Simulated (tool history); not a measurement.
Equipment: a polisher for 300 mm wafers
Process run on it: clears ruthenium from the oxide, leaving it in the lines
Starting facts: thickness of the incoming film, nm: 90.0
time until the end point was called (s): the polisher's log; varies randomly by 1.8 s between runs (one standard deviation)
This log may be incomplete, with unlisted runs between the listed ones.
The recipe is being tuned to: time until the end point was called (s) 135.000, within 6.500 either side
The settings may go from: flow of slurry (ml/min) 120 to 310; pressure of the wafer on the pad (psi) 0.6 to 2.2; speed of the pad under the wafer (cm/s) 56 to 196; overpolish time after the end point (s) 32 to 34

run    day  flow of slurry (ml/min)  pressure of the wafer on the pad (psi)  speed of the pad under the wafer (cm/s)  overpolish time after the end point (s)  time until the end point was called (s)
  1  0.000                      200                                     1.4                                      126                                       32                                   95.586
  2  0.350                      200                                     1.6                                      126                                       32                                   82.384
  3  0.596                      200                                     1.4                                      124                                       32                                   93.796
  4  0.971                      200                                     1.2                                      122                                       32                                  113.530
  5  1.129                      220                                     1.2                                      122                                       32                                  111.440
  6  1.304                      200                                     1.2                                      122                                       32                                  112.080
  7  1.458                      200                                     1.1                                      122                                       32                                  119.410
  8  1.533                      200                                     1.1                                      122                                       32                                  121.910
  9  1.779                      200                                     1.1                                      122                                       32                                  121.590

4 candidate next runs follow, results not yet known. Just one meets every target within its allowed miss. Identify it.
  A  2.025                      240                                     1.0                                      134                                       34                                        ?
  B  2.025                      240                                     1.1                                      108                                       32                                        ?
  C  2.025                      190                                     1.0                                      134                                       32                                        ?
  D  2.025                      250                                     1.1                                      132                                       32                                        ?

move  time until the end point was called (s)
   A                                  118.570
   B                                  133.340
   C                                  120.980
   D                                  109.430
A: further off than the last run
B: every result lands within tolerance
C: no better and no worse than the last run
D: further off than the last run
Move B is the one to make.
